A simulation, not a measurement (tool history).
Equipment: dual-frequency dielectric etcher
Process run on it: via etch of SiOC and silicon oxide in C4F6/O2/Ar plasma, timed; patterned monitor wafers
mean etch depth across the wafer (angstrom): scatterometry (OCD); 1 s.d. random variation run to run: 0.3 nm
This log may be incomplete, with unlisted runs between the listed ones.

| run | hour | source power (W) | bias power (W) | etch time (s) | mean etch depth across the wafer (angstrom) |
|---|---|---|---|---|---|
| 1 | 0.0 | 430 | 133 | 72 | 792.75 |
| 2 | 7.2 | 410 | 129 | 72 | 777.85 |
| 3 | 9.4 | 410 | 118 | 72 | 747.12 |
| 4 | 15.8 | 390 | 115 | 72 | 732.36 |
| 5 | 23.5 | 390 | 115 | 75 | 756.56 |
| 6 | 24.1 | 390 | 105 | 75 | 744.07 |

Predict the results of run 7:
| 7 | 32.6 | 370 | 103 | 75 | ? |

mean etch depth across the wafer (angstrom): 721.85
